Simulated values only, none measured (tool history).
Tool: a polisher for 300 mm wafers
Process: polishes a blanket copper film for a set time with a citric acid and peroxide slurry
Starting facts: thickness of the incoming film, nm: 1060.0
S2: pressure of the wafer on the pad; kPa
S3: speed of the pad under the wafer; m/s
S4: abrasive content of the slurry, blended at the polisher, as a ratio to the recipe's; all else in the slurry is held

{"run": 1, "day": 0.0, "flow of slurry (ml/min)": 295, "S2": 28.3, "S3": 1.2, "S4": 1.0, "polishing time (s)": 21, "film removed (Å)": 856.04}
{"run": 2, "day": 0.229, "flow of slurry (ml/min)": 295, "S2": 28.3, "S3": 0.94, "S4": 1.0, "polishing time (s)": 21, "film removed (Å)": 674.88}
{"run": 3, "day": 0.475, "flow of slurry (ml/min)": 295, "S2": 27.6, "S3": 0.94, "S4": 1.0, "polishing time (s)": 21, "film removed (Å)": 661.27}
{"run": 4, "day": 0.629, "flow of slurry (ml/min)": 295, "S2": 33.1, "S3": 0.94, "S4": 1.0, "polishing time (s)": 21, "film removed (Å)": 789.08}
{"run": 5, "day": 0.917, "flow of slurry (ml/min)": 295, "S2": 26.9, "S3": 0.94, "S4": 1.0, "polishing time (s)": 21, "film removed (Å)": 633.96}
{"run": 6, "day": 1.079, "flow of slurry (ml/min)": 295, "S2": 26.2, "S3": 0.94, "S4": 1.0, "polishing time (s)": 21, "film removed (Å)": 626.7}
{"run": 7, "day": 1.1, "flow of slurry (ml/min)": 295, "S2": 25.5, "S3": 0.94, "S4": 1.0, "polishing time (s)": 21, "film removed (Å)": 610.09}
{"run": 8, "day": 1.288, "flow of slurry (ml/min)": 295, "S2": 25.5, "S3": 0.94, "S4": 1.0, "polishing time (s)": 21, "film removed (Å)": 611.57}
{"run": 9, "day": 1.558, "flow of slurry (ml/min)": 295, "S2": 24.8, "S3": 0.94, "S4": 1.0, "polishing time (s)": 21, "film removed (Å)": 598.68}

Estimate the outcome of run 10 from the log above:
{"run": 10, "day": 1.875, "flow of slurry (ml/min)": 295, "S2": 24.1, "S3": 0.94, "S4": 1.0, "polishing time (s)": 21, "film removed (Å)": "?"}

film removed (Å): 588.52
